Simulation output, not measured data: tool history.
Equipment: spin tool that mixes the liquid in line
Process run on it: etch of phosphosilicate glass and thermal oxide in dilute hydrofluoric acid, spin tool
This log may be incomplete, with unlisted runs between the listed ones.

run,hour,temperature setpoint of the liquid (C),parts of water to one part of 49 % hydrofluoric acid (parts by volume),time under the liquid (s),thickness taken off the phosphosilicate glass on a monitor wafer (angstrom),thickness taken off the thermal oxide on a monitor wafer (angstrom)
1,0.0,25.0,245,30,65.621,4.5865
2,1.5,25.0,310,30,48.271,3.1268
3,6.5,26.5,310,30,50.438,3.6866
4,9.1,26.5,260,30,64.101,4.8260
5,14.1,25.5,285,30,54.767,3.7575
6,16.7,28.5,285,30,60.626,3.9960
7,17.5,26.0,295,30,53.389,3.6580
8,20.8,23.5,295,30,48.748,3.2846
9,27.2,22.0,295,30,46.179,3.0813
10,35.5,21.0,295,30,44.526,2.8715
11,37.1,20.5,295,30,43.977,2.9858
12,45.4,20.0,295,30,43.525,2.9795

What will run 13 give?
13,54.2,19.5,295,30,?,?

thickness taken off the phosphosilicate glass on a monitor wafer (angstrom): 42.357
thickness taken off the thermal oxide on a monitor wafer (angstrom): 2.8983

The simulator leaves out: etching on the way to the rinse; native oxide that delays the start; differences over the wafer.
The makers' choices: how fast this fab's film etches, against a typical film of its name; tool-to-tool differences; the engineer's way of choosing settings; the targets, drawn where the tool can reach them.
